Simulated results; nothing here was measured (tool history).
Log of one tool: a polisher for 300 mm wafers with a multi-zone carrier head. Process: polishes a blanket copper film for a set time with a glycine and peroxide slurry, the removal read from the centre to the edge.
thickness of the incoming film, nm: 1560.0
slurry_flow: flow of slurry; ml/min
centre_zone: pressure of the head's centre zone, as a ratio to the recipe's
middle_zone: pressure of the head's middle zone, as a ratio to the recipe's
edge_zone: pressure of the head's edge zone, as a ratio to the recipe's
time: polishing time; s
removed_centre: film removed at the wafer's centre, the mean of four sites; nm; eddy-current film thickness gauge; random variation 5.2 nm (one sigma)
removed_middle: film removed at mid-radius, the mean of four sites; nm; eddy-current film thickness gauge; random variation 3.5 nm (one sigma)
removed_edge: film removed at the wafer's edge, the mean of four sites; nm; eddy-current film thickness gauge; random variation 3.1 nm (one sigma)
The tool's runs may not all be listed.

run  hour  slurry_flow  centre_zone  middle_zone  edge_zone  time  removed_centre  removed_middle  removed_edge
  1     0          195            1            1          1    49          233.17          249.51         231.7
  2   8.1          195            1         0.92          1    49          231.21          233.24        235.32
  3    16          210         1.05         0.97       1.02    53          270.18          265.43        260.94
  4  19.3          210         1.05         0.97       0.97    53          272.58          264.78        257.51
  5  23.5          210         1.08         0.97       0.97    53          272.64          261.23        261.22
  6    32          210         1.02         0.97       0.97    53          267.42          257.34        248.74
  7  40.1          230         1.05         1.02       0.99    55          290.83          283.21        265.82
  8  42.8          240         1.08         1.06       1.01    57          314.36          308.91        282.46

The next listed run, before its measurement:
  9    49          250         1.11         1.09       1.02    58               ?               ?             ?

removed_centre: 324.81 nm
removed_middle: 321.87 nm
removed_edge: 290.65 nm
